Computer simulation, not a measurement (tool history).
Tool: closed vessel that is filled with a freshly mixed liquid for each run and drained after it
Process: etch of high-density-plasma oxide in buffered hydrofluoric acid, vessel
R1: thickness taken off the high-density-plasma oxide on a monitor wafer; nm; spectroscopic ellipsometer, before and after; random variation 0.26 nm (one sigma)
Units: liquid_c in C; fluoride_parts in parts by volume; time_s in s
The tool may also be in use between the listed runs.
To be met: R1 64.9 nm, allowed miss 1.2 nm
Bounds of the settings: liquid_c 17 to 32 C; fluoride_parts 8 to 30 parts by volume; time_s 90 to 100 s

{"run": 1, "hour": 0.0, "liquid_c": 24, "fluoride_parts": 22.5, "time_s": 90, "R1": 58.078}
{"run": 2, "hour": 3.8, "liquid_c": 24, "fluoride_parts": 17, "time_s": 90, "R1": 73.824}
{"run": 3, "hour": 9.4, "liquid_c": 24, "fluoride_parts": 20.5, "time_s": 90, "R1": 61.739}
{"run": 4, "hour": 15.6, "liquid_c": 27, "fluoride_parts": 20.5, "time_s": 90, "R1": 72.997}
{"run": 5, "hour": 21.1, "liquid_c": 26.5, "fluoride_parts": 20.5, "time_s": 90, "R1": 71.139}
{"run": 6, "hour": 28.4, "liquid_c": 26.5, "fluoride_parts": 20.5, "time_s": 90, "R1": 71.523}
{"run": 7, "hour": 34.8, "liquid_c": 26.5, "fluoride_parts": 20.5, "time_s": 90, "R1": 70.707}
{"hour": 36.7, "done": "thermometer replaced"}
{"run": 8, "hour": 36.7, "liquid_c": 26.5, "fluoride_parts": 20.5, "time_s": 90, "R1": 63.043}

Which of these 5 next moves meets every target?
{"run": "A", "hour": 38.6, "liquid_c": 27, "fluoride_parts": 23.5, "time_s": 95, "R1": "?"}
{"run": "B", "hour": 38.6, "liquid_c": 24, "fluoride_parts": 20.5, "time_s": 100, "R1": "?"}
{"run": "C", "hour": 38.6, "liquid_c": 27, "fluoride_parts": 22, "time_s": 90, "R1": "?"}
{"run": "D", "hour": 38.6, "liquid_c": 25, "fluoride_parts": 21.5, "time_s": 95, "R1": "?"}
{"run": "E", "hour": 38.6, "liquid_c": 26, "fluoride_parts": 20.5, "time_s": 95, "R1": "?"}

move=A R1=63.031
move=B R1=61.921
move=C R1=62.478
move=D R1=60.125
move=E R1=65.589
A: as far off as the last run
B: further off than the last run
C: further off than the last run
D: further off than the last run
E: meets every target
The right move is E.

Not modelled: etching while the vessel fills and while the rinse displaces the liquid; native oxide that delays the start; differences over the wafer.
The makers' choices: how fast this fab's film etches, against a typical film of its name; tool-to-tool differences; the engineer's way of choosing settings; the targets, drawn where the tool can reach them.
